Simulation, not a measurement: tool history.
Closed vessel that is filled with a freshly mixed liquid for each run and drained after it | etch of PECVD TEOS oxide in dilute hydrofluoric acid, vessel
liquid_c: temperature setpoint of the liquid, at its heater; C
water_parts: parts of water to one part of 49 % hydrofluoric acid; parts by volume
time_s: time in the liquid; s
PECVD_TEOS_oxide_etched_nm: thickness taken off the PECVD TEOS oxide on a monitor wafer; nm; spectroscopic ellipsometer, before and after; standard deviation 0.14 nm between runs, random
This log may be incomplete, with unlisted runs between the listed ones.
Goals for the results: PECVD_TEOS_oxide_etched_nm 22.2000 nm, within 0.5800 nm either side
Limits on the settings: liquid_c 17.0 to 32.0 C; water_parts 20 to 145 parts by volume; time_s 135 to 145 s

run	hour	liquid_c	water_parts	time_s	PECVD_TEOS_oxide_etched_nm
1	0.0	24.0	80	135	12.3870
2	2.4	25.5	75	135	14.0560
3	11.1	25.5	75	145	15.1410
4	12.0	25.5	90	145	12.3090
5	16.1	25.5	115	145	9.3425
6	20.7	25.5	115	145	9.1816
7	26.9	27.0	105	145	11.0870
8	29.8	27.0	105	145	11.0650
9	37.1	27.0	105	145	11.0960
10	44.9	28.0	95	145	12.6830
# hour 53.3: hydrofluoric acid flow meter replaced
11	53.3	29.0	85	145	17.1480
12	60.6	29.5	85	145	17.6230
13	61.7	30.0	85	145	17.9440
14	65.2	30.5	85	145	18.2350

Which of these 5 next moves meets every target?
A	68.7	31.5	65	145	?
B	68.7	28.0	95	145	?
C	68.7	31.0	95	135	?
D	68.7	29.5	65	135	?
E	68.7	30.5	65	145	?

move	PECVD_TEOS_oxide_etched_nm
A	25.7160
B	14.7330
C	15.3660
D	22.1670
E	24.7480
A: pushes the last run's worst result past its target
B: its largest miss is bigger than the last run's
C: its largest miss is bigger than the last run's
D: meets every target
E: pushes the last run's worst result past its target
D is the move that brings every result within its allowed miss.

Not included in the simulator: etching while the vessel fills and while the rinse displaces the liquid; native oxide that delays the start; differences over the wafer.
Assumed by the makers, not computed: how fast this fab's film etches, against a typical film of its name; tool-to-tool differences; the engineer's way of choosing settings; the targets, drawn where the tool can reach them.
